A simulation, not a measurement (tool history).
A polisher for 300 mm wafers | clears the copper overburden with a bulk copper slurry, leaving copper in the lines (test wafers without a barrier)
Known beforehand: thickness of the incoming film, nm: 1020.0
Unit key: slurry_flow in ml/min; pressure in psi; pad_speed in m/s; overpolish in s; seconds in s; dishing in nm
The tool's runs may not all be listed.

run 1 hour=0 | slurry_flow=205 pressure=1.7 pad_speed=1.26 slurry_solids=1 overpolish=12 | seconds=134.5 dishing=45.141
run 2 hour=2.8 | slurry_flow=205 pressure=1.7 pad_speed=1.26 slurry_solids=1 overpolish=9 | seconds=135.55 dishing=38.755
run 3 hour=3.7 | slurry_flow=205 pressure=1.6 pad_speed=1.24 slurry_solids=1 overpolish=11 | seconds=141.34 dishing=42.818
run 4 hour=6.5 | slurry_flow=205 pressure=1.5 pad_speed=1.24 slurry_solids=1 overpolish=12 | seconds=146.13 dishing=42.414
run 5 hour=14.2 | slurry_flow=205 pressure=1.7 pad_speed=1.24 slurry_solids=1 overpolish=12 | seconds=137.56 dishing=45.855
run 6 hour=17 | slurry_flow=165 pressure=1.7 pad_speed=1.24 slurry_solids=1 overpolish=12 | seconds=143.28 dishing=45.862

The next listed run, before its measurement:
run 7 hour=21.9 | slurry_flow=160 pressure=1.6 pad_speed=1.22 slurry_solids=1 overpolish=13 | seconds=? dishing=?

seconds: 150.01 s
dishing: 45.678 nm
